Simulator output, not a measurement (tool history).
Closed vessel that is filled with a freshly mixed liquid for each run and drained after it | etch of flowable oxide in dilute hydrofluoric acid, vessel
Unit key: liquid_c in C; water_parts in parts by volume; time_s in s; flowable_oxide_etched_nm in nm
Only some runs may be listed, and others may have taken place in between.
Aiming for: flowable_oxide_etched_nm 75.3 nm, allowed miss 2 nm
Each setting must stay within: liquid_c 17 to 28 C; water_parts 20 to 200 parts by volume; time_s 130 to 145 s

Run 1, hour 0: liquid_c 20 C, water_parts 110 parts by volume, time_s 130 s. Result: flowable_oxide_etched_nm 52.142 nm.
Run 2, hour 6.5: liquid_c 22.5 C, water_parts 110 parts by volume, time_s 130 s. Result: flowable_oxide_etched_nm 58.598 nm.
Run 3, hour 13.9: liquid_c 24 C, water_parts 110 parts by volume, time_s 130 s. Result: flowable_oxide_etched_nm 61.925 nm.
Run 4, hour 17.9: liquid_c 25 C, water_parts 110 parts by volume, time_s 130 s. Result: flowable_oxide_etched_nm 63.769 nm.
Run 5, hour 18.8: liquid_c 25 C, water_parts 110 parts by volume, time_s 130 s. Result: flowable_oxide_etched_nm 64.087 nm.
Run 6, hour 20.7: liquid_c 25 C, water_parts 125 parts by volume, time_s 130 s. Result: flowable_oxide_etched_nm 55.687 nm.
Run 7, hour 22.8: liquid_c 25.5 C, water_parts 120 parts by volume, time_s 130 s. Result: flowable_oxide_etched_nm 59.347 nm.
Run 8, hour 28.3: liquid_c 26 C, water_parts 115 parts by volume, time_s 130 s. Result: flowable_oxide_etched_nm 63.56 nm.
Run 9, hour 31.7: liquid_c 26.5 C, water_parts 110 parts by volume, time_s 130 s. Result: flowable_oxide_etched_nm 67.97 nm.
Run 10, hour 40.9: liquid_c 27 C, water_parts 110 parts by volume, time_s 130 s. Result: flowable_oxide_etched_nm 69.595 nm.

4 next moves are on the table. One of them brings every result within its allowed miss. Which?
Run A, hour 50.1: liquid_c 28 C, water_parts 110 parts by volume, time_s 135 s. Result: flowable_oxide_etched_nm ?.
Run B, hour 50.1: liquid_c 26 C, water_parts 105 parts by volume, time_s 130 s. Result: flowable_oxide_etched_nm ?.
Run C, hour 50.1: liquid_c 28 C, water_parts 105 parts by volume, time_s 140 s. Result: flowable_oxide_etched_nm ?.
Run D, hour 50.1: liquid_c 22 C, water_parts 80 parts by volume, time_s 130 s. Result: flowable_oxide_etched_nm ?.

move  flowable_oxide_etched_nm
   A                    74.378
   B                    69.953
   C                    81.346
   D                     80.76
A: every result lands within tolerance
B: better than the last run, though not everything is in spec
C: carries the result that was furthest off beyond its target, to the other side
D: carries the result that was furthest off beyond its target, to the other side
A is the move that brings every result within its allowed miss.

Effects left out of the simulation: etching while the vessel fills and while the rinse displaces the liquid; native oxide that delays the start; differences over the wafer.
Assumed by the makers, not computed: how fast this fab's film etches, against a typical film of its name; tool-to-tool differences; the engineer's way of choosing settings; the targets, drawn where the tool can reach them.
